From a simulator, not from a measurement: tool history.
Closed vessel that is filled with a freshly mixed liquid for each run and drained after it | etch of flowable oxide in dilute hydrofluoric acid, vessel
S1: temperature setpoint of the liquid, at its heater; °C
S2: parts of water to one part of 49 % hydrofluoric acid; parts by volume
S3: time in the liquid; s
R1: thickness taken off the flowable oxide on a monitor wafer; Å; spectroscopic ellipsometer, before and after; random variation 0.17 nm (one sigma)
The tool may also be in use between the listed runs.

{"run": 1, "hour": 0.0, "S1": 24.0, "S2": 175, "S3": 255, "R1": 407.88}
{"run": 2, "hour": 1.9, "S1": 24.0, "S2": 175, "S3": 255, "R1": 408.74}
{"run": 3, "hour": 7.0, "S1": 25.5, "S2": 175, "S3": 255, "R1": 425.59}
{"run": 4, "hour": 16.0, "S1": 25.5, "S2": 175, "S3": 270, "R1": 452.87}
{"run": 5, "hour": 18.5, "S1": 24.0, "S2": 185, "S3": 270, "R1": 400.6}
{"hour": 27.9, "done": "thermometer replaced"}
{"run": 6, "hour": 27.9, "S1": 22.5, "S2": 190, "S3": 270, "R1": 384.37}

Run 7 comes next. What will it give?
{"run": 7, "hour": 34.9, "S1": 21.5, "S2": 195, "S3": 270, "R1": "?"}

R1: 360.60 Å

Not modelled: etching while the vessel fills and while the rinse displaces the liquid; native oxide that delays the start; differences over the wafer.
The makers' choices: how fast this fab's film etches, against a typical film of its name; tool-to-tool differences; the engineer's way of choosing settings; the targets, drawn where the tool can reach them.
